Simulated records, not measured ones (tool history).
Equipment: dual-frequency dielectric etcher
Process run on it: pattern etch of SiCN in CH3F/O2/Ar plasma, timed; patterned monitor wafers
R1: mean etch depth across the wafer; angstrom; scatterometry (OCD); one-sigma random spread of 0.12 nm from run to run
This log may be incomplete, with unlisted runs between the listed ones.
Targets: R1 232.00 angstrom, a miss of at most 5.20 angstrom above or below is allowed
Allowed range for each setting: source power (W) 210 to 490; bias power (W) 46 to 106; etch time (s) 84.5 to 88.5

{"run": 1, "hour": 0.0, "source power (W)": 350, "bias power (W)": 76, "etch time (s)": 84.5, "R1": 301.04}
{"run": 2, "hour": 4.7, "source power (W)": 320, "bias power (W)": 70, "etch time (s)": 84.5, "R1": 282.36}
{"run": 3, "hour": 9.9, "source power (W)": 320, "bias power (W)": 70, "etch time (s)": 88.5, "R1": 294.23}
{"run": 4, "hour": 16.5, "source power (W)": 320, "bias power (W)": 60, "etch time (s)": 88.5, "R1": 270.72}
{"run": 5, "hour": 18.5, "source power (W)": 360, "bias power (W)": 60, "etch time (s)": 88.5, "R1": 285.99}
{"run": 6, "hour": 20.4, "source power (W)": 330, "bias power (W)": 58, "etch time (s)": 88.5, "R1": 268.5}
{"run": 7, "hour": 26.9, "source power (W)": 310, "bias power (W)": 57, "etch time (s)": 88.5, "R1": 262.13}
{"run": 8, "hour": 33.7, "source power (W)": 290, "bias power (W)": 56, "etch time (s)": 88.5, "R1": 254.1}
{"run": 9, "hour": 36.2, "source power (W)": 270, "bias power (W)": 55, "etch time (s)": 88.5, "R1": 245.21}
{"run": 10, "hour": 40.3, "source power (W)": 260, "bias power (W)": 55, "etch time (s)": 88.5, "R1": 241.42}
{"run": 11, "hour": 45.3, "source power (W)": 250, "bias power (W)": 55, "etch time (s)": 88.5, "R1": 238.74}

5 candidate next runs follow, results not yet known. Just one meets every target within its allowed miss. Identify it.
{"run": "A", "hour": 50.3, "source power (W)": 260, "bias power (W)": 66, "etch time (s)": 86.0, "R1": "?"}
{"run": "B", "hour": 50.3, "source power (W)": 270, "bias power (W)": 53, "etch time (s)": 86.0, "R1": "?"}
{"run": "C", "hour": 50.3, "source power (W)": 360, "bias power (W)": 50, "etch time (s)": 86.5, "R1": "?"}
{"run": "D", "hour": 50.3, "source power (W)": 330, "bias power (W)": 48, "etch time (s)": 87.5, "R1": "?"}
{"run": "E", "hour": 50.3, "source power (W)": 250, "bias power (W)": 51, "etch time (s)": 85.0, "R1": "?"}

move=A R1=256.90
move=B R1=231.98
move=C R1=250.90
move=D R1=240.56
move=E R1=218.57
A: moves away from the targets compared with the last run
B: in spec on every target
C: moves away from the targets compared with the last run
D: moves away from the targets compared with the last run
E: takes the result that was furthest off past its target
The move that meets every target is B.
